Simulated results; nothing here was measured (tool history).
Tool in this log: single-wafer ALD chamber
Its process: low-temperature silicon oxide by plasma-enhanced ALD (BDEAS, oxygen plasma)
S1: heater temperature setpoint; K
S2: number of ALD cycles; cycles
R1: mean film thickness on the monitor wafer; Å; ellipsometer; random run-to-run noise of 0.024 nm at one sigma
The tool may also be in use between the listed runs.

run 1 hour=0 | S1=393.15 S2=52 | R1=69.634
run 2 hour=4.6 | S1=394.15 S2=51 | R1=67.912
run 3 hour=11.4 | S1=396.15 S2=50 | R1=66.89
run 4 hour=19.1 | S1=387.15 S2=50 | R1=67.242
run 5 hour=26.1 | S1=387.15 S2=44 | R1=59.606
run 6 hour=27.4 | S1=387.15 S2=49 | R1=66.279

Run 7 has not been measured yet. What should we expect?
run 7 hour=34.8 | S1=388.15 S2=48 | R1=?

Run 7 measured R1 64.594 Å.
